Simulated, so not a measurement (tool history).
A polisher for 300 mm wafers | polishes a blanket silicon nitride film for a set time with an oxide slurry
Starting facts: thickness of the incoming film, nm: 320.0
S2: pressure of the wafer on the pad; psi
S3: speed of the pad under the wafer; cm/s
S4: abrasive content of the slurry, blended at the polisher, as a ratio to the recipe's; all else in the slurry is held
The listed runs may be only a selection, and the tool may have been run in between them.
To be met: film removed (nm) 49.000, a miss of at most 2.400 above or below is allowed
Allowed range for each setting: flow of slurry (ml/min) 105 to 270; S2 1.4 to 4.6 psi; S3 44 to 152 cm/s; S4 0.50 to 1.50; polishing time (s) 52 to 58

Run 1, day 0.000: flow of slurry (ml/min) 175, S2 3.0 psi, S3 98 cm/s, S4 1.00, polishing time (s) 58. Result: film removed (nm) 32.054.
Run 2, day 0.042: flow of slurry (ml/min) 175, S2 3.0 psi, S3 98 cm/s, S4 1.00, polishing time (s) 58. Result: film removed (nm) 32.870.
Run 3, day 0.179: flow of slurry (ml/min) 175, S2 2.7 psi, S3 98 cm/s, S4 1.00, polishing time (s) 58. Result: film removed (nm) 29.481.
Run 4, day 0.329: flow of slurry (ml/min) 175, S2 2.7 psi, S3 114 cm/s, S4 1.00, polishing time (s) 58. Result: film removed (nm) 32.912.
Run 5, day 0.354: flow of slurry (ml/min) 140, S2 2.7 psi, S3 114 cm/s, S4 1.00, polishing time (s) 58. Result: film removed (nm) 32.425.
Run 6, day 0.388: flow of slurry (ml/min) 140, S2 2.4 psi, S3 114 cm/s, S4 1.00, polishing time (s) 58. Result: film removed (nm) 27.648.
Run 7, day 0.717: flow of slurry (ml/min) 145, S2 2.7 psi, S3 114 cm/s, S4 1.00, polishing time (s) 58. Result: film removed (nm) 31.939.
Run 8, day 1.088: flow of slurry (ml/min) 145, S2 2.9 psi, S3 114 cm/s, S4 1.00, polishing time (s) 58. Result: film removed (nm) 34.729.
Run 9, day 1.358: flow of slurry (ml/min) 145, S2 3.1 psi, S3 114 cm/s, S4 1.00, polishing time (s) 58. Result: film removed (nm) 36.472.
Run 10, day 1.625: flow of slurry (ml/min) 150, S2 3.3 psi, S3 114 cm/s, S4 1.00, polishing time (s) 58. Result: film removed (nm) 40.087.
Run 11, day 1.671: flow of slurry (ml/min) 150, S2 3.4 psi, S3 114 cm/s, S4 1.00, polishing time (s) 58. Result: film removed (nm) 40.934.
Run 12, day 2.042: flow of slurry (ml/min) 150, S2 3.5 psi, S3 114 cm/s, S4 1.00, polishing time (s) 58. Result: film removed (nm) 41.312.
Run 13, day 2.154: flow of slurry (ml/min) 150, S2 3.6 psi, S3 114 cm/s, S4 1.00, polishing time (s) 58. Result: film removed (nm) 42.516.
Run 14, day 2.446: flow of slurry (ml/min) 150, S2 3.7 psi, S3 114 cm/s, S4 1.00, polishing time (s) 58. Result: film removed (nm) 43.970.
Run 15, day 2.808: flow of slurry (ml/min) 150, S2 3.8 psi, S3 114 cm/s, S4 1.00, polishing time (s) 58. Result: film removed (nm) 44.868.
Run 16, day 2.858: flow of slurry (ml/min) 150, S2 3.9 psi, S3 114 cm/s, S4 1.00, polishing time (s) 58. Result: film removed (nm) 46.108.

Which one of the following 4 next-run settings gets every result inside its allowed miss? There is exactly one.
Run A, day 2.908: flow of slurry (ml/min) 135, S2 3.8 psi, S3 112 cm/s, S4 1.05, polishing time (s) 57. Result: film removed (nm) ?.
Run B, day 2.908: flow of slurry (ml/min) 155, S2 4.0 psi, S3 136 cm/s, S4 1.00, polishing time (s) 52. Result: film removed (nm) ?.
Run C, day 2.908: flow of slurry (ml/min) 170, S2 3.9 psi, S3 112 cm/s, S4 0.80, polishing time (s) 56. Result: film removed (nm) ?.
Run D, day 2.908: flow of slurry (ml/min) 180, S2 3.7 psi, S3 116 cm/s, S4 0.95, polishing time (s) 55. Result: film removed (nm) ?.

move  film removed (nm)
   A             44.804
   B             50.422
   C             40.951
   D             43.522
A: further off than the last run
B: hits every target within its allowed miss
C: further off than the last run
D: further off than the last run
The move that meets every target is B.
